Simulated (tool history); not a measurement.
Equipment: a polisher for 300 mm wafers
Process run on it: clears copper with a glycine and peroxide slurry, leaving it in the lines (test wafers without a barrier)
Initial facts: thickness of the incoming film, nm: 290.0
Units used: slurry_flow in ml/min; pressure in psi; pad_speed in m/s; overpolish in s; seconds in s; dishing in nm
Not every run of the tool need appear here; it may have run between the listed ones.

run	hour	slurry_flow	pressure	pad_speed	overpolish	seconds	dishing
1	0	240	2.2	0.8	13	75.665	35.043
2	2.4	240	2.4	0.8	15	72.67	39.9
3	11.1	240	2.6	0.8	17	71.57	45.996
4	13.4	245	2.8	0.8	18	68.256	50.438
5	19	245	3	0.8	19	64.374	54.184
6	21.1	245	3.3	0.8	19	61.86	56.262
7	24.5	245	3.3	0.8	19	62.591	54.963

Run 8 has not been measured yet. What should we expect?
8	32.7	245	3.3	0.8	19	?	?

{"run 8": {"seconds": 60.847, "dishing": 58.326}}
